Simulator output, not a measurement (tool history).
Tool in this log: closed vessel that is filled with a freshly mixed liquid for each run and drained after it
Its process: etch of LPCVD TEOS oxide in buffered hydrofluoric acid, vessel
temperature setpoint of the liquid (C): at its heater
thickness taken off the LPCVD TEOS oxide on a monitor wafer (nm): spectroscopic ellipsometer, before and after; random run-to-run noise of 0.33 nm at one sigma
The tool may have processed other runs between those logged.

run	hour	temperature setpoint of the liquid (C)	parts of 40 % ammonium fluoride to one part of 49 % hydrofluoric acid (parts by volume)	time in the liquid (s)	thickness taken off the LPCVD TEOS oxide on a monitor wafer (nm)
1	0	22	23	30	59.721
2	5.9	22	17	30	78.608
3	14.8	22	20	30	67.559
4	22.3	22	16.5	30	81.209
5	31.1	22	11	30	120.13
# hour 33.9: hydrofluoric acid flow meter replaced
6	33.9	22	11	30	111.77
7	43.1	21	11	30	106.76
8	44	20.5	11	30	103.95

What does the tool deliver on the next run?
9	52.9	20	11	30	?

{"run 9": {"thickness taken off the LPCVD TEOS oxide on a monitor wafer (nm)": 100.23}}
